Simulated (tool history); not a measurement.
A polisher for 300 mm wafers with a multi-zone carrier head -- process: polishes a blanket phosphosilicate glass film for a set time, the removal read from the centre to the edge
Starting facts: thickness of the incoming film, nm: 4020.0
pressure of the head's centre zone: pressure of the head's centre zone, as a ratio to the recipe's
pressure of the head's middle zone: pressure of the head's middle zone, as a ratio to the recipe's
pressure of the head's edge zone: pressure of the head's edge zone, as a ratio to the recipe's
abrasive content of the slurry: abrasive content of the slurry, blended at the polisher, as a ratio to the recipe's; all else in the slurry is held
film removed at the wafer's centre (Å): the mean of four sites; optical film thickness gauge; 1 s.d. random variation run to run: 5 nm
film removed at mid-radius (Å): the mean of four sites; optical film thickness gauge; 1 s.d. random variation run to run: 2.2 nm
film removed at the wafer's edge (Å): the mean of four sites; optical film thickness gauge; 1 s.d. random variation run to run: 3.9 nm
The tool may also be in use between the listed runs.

run  hour  flow of slurry (ml/min)  pressure of the head's centre zone  pressure of the head's middle zone  pressure of the head's edge zone  abrasive content of the slurry  polishing time (s)  film removed at the wafer's centre (Å)  film removed at mid-radius (Å)  film removed at the wafer's edge (Å)
  1     0                      265                                   1                                   1                                 1                               1                  60                                  5350.3                          5172.8                                5037.2
  2   7.3                      265                                   1                                   1                                 1                             1.1                  60                                  5607.8                          5516.4                                  5134
  3   8.7                      260                                   1                                0.96                              0.95                            0.95                  59                                  4981.7                          4849.3                                4718.5
  4  17.2                      260                                   1                                0.96                              0.95                             0.8                  59                                  4564.9                          4404.9                                4333.5
  5  24.8                      260                                   1                                0.96                              1.01                             0.8                  59                                  4575.9                          4375.5                                4416.1
  6    32                      295                                   1                                0.96                              1.01                             0.8                  59                                  4732.6                          4434.2                                4451.4
  7  32.9                      290                                1.01                                0.92                                 1                            0.75                  59                                    4473                          4082.9                                4281.3
  8  35.3                      290                                1.03                                0.89                              0.98                            0.75                  59                                  4521.3                          4006.2                                4191.1
  9  40.8                      285                                1.04                                0.87                              0.99                            0.75                  59                                    4647                          3869.8                                4233.2
 10  42.9                      280                                1.03                                0.85                              0.97                            0.75                  59                                  4533.2                          3824.1                                4181.8

What will run 11 give?
 11  44.5                      275                                1.03                                0.84                              0.96                            0.75                  59                                       ?                               ?                                     ?

film removed at the wafer's centre (Å): 4634.5
film removed at mid-radius (Å): 3768.1
film removed at the wafer's edge (Å): 4103.9

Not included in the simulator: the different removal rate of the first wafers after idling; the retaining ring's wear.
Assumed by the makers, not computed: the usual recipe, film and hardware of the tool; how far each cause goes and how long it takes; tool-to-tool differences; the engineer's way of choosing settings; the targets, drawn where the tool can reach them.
